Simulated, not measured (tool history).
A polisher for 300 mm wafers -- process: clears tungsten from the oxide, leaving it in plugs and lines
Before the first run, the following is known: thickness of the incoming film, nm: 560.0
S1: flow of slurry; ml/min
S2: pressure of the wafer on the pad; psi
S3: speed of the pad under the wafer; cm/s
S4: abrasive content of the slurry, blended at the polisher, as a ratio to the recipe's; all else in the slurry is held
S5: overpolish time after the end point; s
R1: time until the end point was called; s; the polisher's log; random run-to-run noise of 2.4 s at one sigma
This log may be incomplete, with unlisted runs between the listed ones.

{"run": 1, "day": 0.0, "S1": 160, "S2": 3.1, "S3": 118, "S4": 1.0, "S5": 8, "R1": 141.99}
{"run": 2, "day": 0.304, "S1": 160, "S2": 2.9, "S3": 118, "S4": 1.0, "S5": 8, "R1": 147.8}
{"run": 3, "day": 0.504, "S1": 160, "S2": 2.9, "S3": 88, "S4": 1.0, "S5": 8, "R1": 175.87}
{"run": 4, "day": 0.579, "S1": 175, "S2": 2.9, "S3": 88, "S4": 1.0, "S5": 8, "R1": 171.91}
{"run": 5, "day": 0.938, "S1": 175, "S2": 2.9, "S3": 88, "S4": 0.8, "S5": 8, "R1": 187.28}
{"run": 6, "day": 0.975, "S1": 195, "S2": 2.9, "S3": 88, "S4": 0.8, "S5": 8, "R1": 184.3}
{"run": 7, "day": 1.208, "S1": 195, "S2": 2.8, "S3": 88, "S4": 0.8, "S5": 8, "R1": 188.11}
{"run": 8, "day": 1.483, "S1": 190, "S2": 2.7, "S3": 88, "S4": 0.8, "S5": 8, "R1": 201.25}

Run 9 has not been measured yet. What should we expect?
{"run": 9, "day": 1.612, "S1": 145, "S2": 2.4, "S3": 88, "S4": 0.8, "S5": 8, "R1": "?"}

R1: 226.03 s

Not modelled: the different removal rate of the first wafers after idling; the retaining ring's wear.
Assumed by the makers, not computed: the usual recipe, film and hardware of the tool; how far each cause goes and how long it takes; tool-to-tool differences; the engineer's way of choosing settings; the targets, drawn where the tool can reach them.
